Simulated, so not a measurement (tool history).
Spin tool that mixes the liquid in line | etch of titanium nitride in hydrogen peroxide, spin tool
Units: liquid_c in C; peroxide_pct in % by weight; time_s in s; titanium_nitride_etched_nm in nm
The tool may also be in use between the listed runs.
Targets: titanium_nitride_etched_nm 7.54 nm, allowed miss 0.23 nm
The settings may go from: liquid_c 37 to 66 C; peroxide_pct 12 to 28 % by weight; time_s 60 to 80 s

| run | hour | liquid_c | peroxide_pct | time_s | titanium_nitride_etched_nm |
|---|---|---|---|---|---|
| 1 | 0 | 53 | 19 | 80 | 5.6543 |
| 2 | 7.7 | 53 | 15.5 | 80 | 5.3628 |
| 3 | 13.7 | 53.5 | 15.5 | 80 | 5.5361 |
| 4 | 17.8 | 53.5 | 13.5 | 80 | 5.3988 |
| 5 | 20.3 | 54 | 13.5 | 80 | 5.5529 |
| 6 | 21.1 | 54.5 | 13.5 | 80 | 5.7557 |
| 7 | 28.8 | 55 | 13.5 | 80 | 6.1391 |
| 8 | 29.9 | 55.5 | 13.5 | 80 | 6.1658 |
| 9 | 31.2 | 56 | 13.5 | 80 | 6.5363 |

4 next moves are on the table. One of them brings every result within its allowed miss. Which?
| A | 32.5 | 59 | 15 | 80 | ? |
| B | 32.5 | 59 | 14.5 | 80 | ? |
| C | 32.5 | 58 | 14.5 | 80 | ? |
| D | 32.5 | 59.5 | 12 | 80 | ? |

| move | titanium_nitride_etched_nm |
|---|---|
| A | 8.1101 |
| B | 8.0525 |
| C | 7.5188 |
| D | 8.0087 |
A: takes the result that was furthest off past its target
B: takes the result that was furthest off past its target
C: meets every target
D: takes the result that was furthest off past its target
The right move is C.
